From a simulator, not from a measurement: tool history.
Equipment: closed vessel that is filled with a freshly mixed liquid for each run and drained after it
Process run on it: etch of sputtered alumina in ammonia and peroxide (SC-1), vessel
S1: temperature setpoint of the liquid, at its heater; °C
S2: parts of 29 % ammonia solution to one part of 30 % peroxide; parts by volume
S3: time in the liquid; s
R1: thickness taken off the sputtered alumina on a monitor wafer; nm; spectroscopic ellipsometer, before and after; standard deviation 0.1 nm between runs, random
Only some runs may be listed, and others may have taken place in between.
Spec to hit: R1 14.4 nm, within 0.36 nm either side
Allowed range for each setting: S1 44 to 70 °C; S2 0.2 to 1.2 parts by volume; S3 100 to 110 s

{"run": 1, "day": 0.0, "S1": 60, "S2": 0.75, "S3": 100, "R1": 10.912}
{"run": 2, "day": 0.146, "S1": 60, "S2": 0.5, "S3": 100, "R1": 10.528}
{"run": 3, "day": 0.271, "S1": 57, "S2": 0.5, "S3": 100, "R1": 8.9621}
{"run": 4, "day": 0.608, "S1": 57, "S2": 0.35, "S3": 100, "R1": 8.7374}
{"run": 5, "day": 0.975, "S1": 57, "S2": 0.35, "S3": 100, "R1": 8.7502}
{"run": 6, "day": 1.254, "S1": 58.5, "S2": 0.35, "S3": 100, "R1": 9.4753}
{"run": 7, "day": 1.517, "S1": 60, "S2": 0.35, "S3": 100, "R1": 10.289}
{"run": 8, "day": 1.654, "S1": 61, "S2": 0.35, "S3": 100, "R1": 10.823}
{"run": 9, "day": 1.783, "S1": 62, "S2": 0.35, "S3": 100, "R1": 11.337}
{"run": 10, "day": 1.817, "S1": 63, "S2": 0.35, "S3": 100, "R1": 12.031}
{"run": 11, "day": 1.979, "S1": 63.5, "S2": 0.35, "S3": 100, "R1": 12.123}
{"run": 12, "day": 2.033, "S1": 64, "S2": 0.35, "S3": 100, "R1": 12.402}
{"run": 13, "day": 2.371, "S1": 64.5, "S2": 0.35, "S3": 100, "R1": 12.886}
{"run": 14, "day": 2.654, "S1": 65, "S2": 0.35, "S3": 100, "R1": 13.156}
{"run": 15, "day": 2.95, "S1": 65.5, "S2": 0.35, "S3": 100, "R1": 13.443}
{"run": 16, "day": 3.021, "S1": 66, "S2": 0.35, "S3": 100, "R1": 13.916}

Of the 4 settings listed for the next run, only one would bring every result within its allowed miss of target. Which one?
{"run": "A", "day": 3.092, "S1": 63, "S2": 0.4, "S3": 110, "R1": "?"}
{"run": "B", "day": 3.092, "S1": 65, "S2": 0.5, "S3": 100, "R1": "?"}
{"run": "C", "day": 3.092, "S1": 65, "S2": 0.25, "S3": 105, "R1": "?"}
{"run": "D", "day": 3.092, "S1": 64, "S2": 0.5, "S3": 110, "R1": "?"}

move=A R1=13.357
move=B R1=13.705
move=C R1=13.478
move=D R1=14.343
A: the biggest miss grows against the last run
B: the biggest miss grows against the last run
C: the biggest miss grows against the last run
D: all results land within tolerance of their targets
The move that meets every target is D.

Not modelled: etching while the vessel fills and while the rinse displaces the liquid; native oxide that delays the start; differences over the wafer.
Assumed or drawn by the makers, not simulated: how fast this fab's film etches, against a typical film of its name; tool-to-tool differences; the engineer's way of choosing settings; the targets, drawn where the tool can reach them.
